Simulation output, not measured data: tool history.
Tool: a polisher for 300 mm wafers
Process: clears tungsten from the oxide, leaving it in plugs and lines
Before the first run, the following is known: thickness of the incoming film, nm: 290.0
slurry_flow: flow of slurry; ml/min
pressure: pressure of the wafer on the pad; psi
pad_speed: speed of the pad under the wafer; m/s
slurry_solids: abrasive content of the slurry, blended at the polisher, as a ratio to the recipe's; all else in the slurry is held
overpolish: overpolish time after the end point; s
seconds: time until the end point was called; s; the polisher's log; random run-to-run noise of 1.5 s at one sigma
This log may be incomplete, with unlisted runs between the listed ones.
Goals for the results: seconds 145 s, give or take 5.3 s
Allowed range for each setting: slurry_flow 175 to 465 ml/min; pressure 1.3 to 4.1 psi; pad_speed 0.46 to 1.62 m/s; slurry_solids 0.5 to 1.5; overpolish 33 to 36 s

run 1 day=0 | slurry_flow=295 pressure=2.7 pad_speed=1.04 slurry_solids=1 overpolish=33 | seconds=91.327
run 2 day=0.371 | slurry_flow=295 pressure=2.7 pad_speed=1.04 slurry_solids=1 overpolish=36 | seconds=92.371
run 3 day=0.675 | slurry_flow=295 pressure=2.4 pad_speed=1.04 slurry_solids=1 overpolish=36 | seconds=104.73
run 4 day=0.888 | slurry_flow=295 pressure=2.2 pad_speed=1.04 slurry_solids=1 overpolish=36 | seconds=112.57
run 5 day=1.125 | slurry_flow=295 pressure=2.5 pad_speed=1.04 slurry_solids=1 overpolish=36 | seconds=98.645
run 6 day=1.5 | slurry_flow=295 pressure=2.5 pad_speed=0.9 slurry_solids=1 overpolish=36 | seconds=115.03
run 7 day=1.8 | slurry_flow=295 pressure=2.3 pad_speed=0.9 slurry_solids=1 overpolish=36 | seconds=123.74
run 8 day=1.892 | slurry_flow=295 pressure=2.3 pad_speed=0.9 slurry_solids=1 overpolish=36 | seconds=122
run 9 day=2.221 | slurry_flow=295 pressure=2.2 pad_speed=0.9 slurry_solids=1 overpolish=36 | seconds=131.79
run 10 day=2.329 | slurry_flow=295 pressure=2.1 pad_speed=0.9 slurry_solids=1 overpolish=36 | seconds=133.98

Which one of the following 5 next-run settings gets every result inside its allowed miss? There is exactly one.
run A day=2.438 | slurry_flow=350 pressure=2 pad_speed=1.06 slurry_solids=1 overpolish=36 | seconds=?
run B day=2.438 | slurry_flow=360 pressure=2.7 pad_speed=0.74 slurry_solids=1.2 overpolish=33 | seconds=?
run C day=2.438 | slurry_flow=360 pressure=1.8 pad_speed=1.02 slurry_solids=1.15 overpolish=36 | seconds=?
run D day=2.438 | slurry_flow=330 pressure=2.2 pad_speed=0.78 slurry_solids=1.05 overpolish=36 | seconds=?
run E day=2.438 | slurry_flow=265 pressure=1.9 pad_speed=1 slurry_solids=1 overpolish=33 | seconds=?

move=A seconds=119
move=B seconds=121.17
move=C seconds=130.58
move=D seconds=145.34
move=E seconds=134.93
A: misses by more than the last run did
B: misses by more than the last run did
C: misses by more than the last run did
D: every result lands within tolerance
E: closes in on the targets versus the last run, not all within tolerance yet
D meets every target.
